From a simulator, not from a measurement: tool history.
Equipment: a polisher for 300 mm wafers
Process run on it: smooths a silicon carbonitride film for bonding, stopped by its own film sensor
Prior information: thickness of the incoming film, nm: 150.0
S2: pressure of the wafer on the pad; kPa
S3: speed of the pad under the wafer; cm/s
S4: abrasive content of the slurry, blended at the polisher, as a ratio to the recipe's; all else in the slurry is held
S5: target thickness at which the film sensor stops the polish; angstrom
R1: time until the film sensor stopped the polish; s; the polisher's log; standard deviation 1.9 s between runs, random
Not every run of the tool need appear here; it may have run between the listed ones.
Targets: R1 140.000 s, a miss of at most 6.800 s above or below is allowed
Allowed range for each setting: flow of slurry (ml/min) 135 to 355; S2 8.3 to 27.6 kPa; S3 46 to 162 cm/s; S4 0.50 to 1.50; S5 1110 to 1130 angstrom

run 1 hour=0.0 | flow_of_slurry_(ml/min)=225 S2=17.9 S3=104 S4=1.00 S5=1130 | R1=85.840
run 2 hour=7.4 | flow_of_slurry_(ml/min)=265 S2=17.9 S3=104 S4=1.00 S5=1130 | R1=84.640
run 3 hour=12.9 | flow_of_slurry_(ml/min)=265 S2=15.9 S3=102 S4=1.00 S5=1130 | R1=99.575
run 4 hour=16.7 | flow_of_slurry_(ml/min)=265 S2=14.5 S3=102 S4=1.00 S5=1130 | R1=106.700
run 5 hour=24.7 | flow_of_slurry_(ml/min)=265 S2=13.8 S3=102 S4=1.00 S5=1130 | R1=111.520
run 6 hour=27.1 | flow_of_slurry_(ml/min)=265 S2=13.8 S3=102 S4=1.00 S5=1130 | R1=112.980
run 7 hour=27.9 | flow_of_slurry_(ml/min)=265 S2=13.1 S3=102 S4=1.00 S5=1130 | R1=118.880
run 8 hour=33.2 | flow_of_slurry_(ml/min)=265 S2=12.4 S3=102 S4=1.00 S5=1130 | R1=121.100
run 9 hour=34.9 | flow_of_slurry_(ml/min)=265 S2=11.7 S3=102 S4=1.00 S5=1130 | R1=129.100

Which one of the following 5 next-run settings gets every result inside its allowed miss? There is exactly one.
run A hour=36.6 | flow_of_slurry_(ml/min)=260 S2=11.0 S3=100 S4=1.00 S5=1130 | R1=?
run B hour=36.6 | flow_of_slurry_(ml/min)=245 S2=9.7 S3=102 S4=1.15 S5=1110 | R1=?
run C hour=36.6 | flow_of_slurry_(ml/min)=350 S2=13.8 S3=90 S4=1.00 S5=1110 | R1=?
run D hour=36.6 | flow_of_slurry_(ml/min)=210 S2=13.1 S3=78 S4=0.90 S5=1130 | R1=?
run E hour=36.6 | flow_of_slurry_(ml/min)=280 S2=9.7 S3=96 S4=1.00 S5=1130 | R1=?

move=A R1=139.220
move=B R1=155.640
move=C R1=125.370
move=D R1=155.190
move=E R1=161.990
A: each result inside its tolerance
B: moves the result that the last run missed by most past its target, out the other side
C: moves away from the targets compared with the last run
D: moves the result that the last run missed by most past its target, out the other side
E: moves the result that the last run missed by most past its target, out the other side
Go with A: it meets all targets.
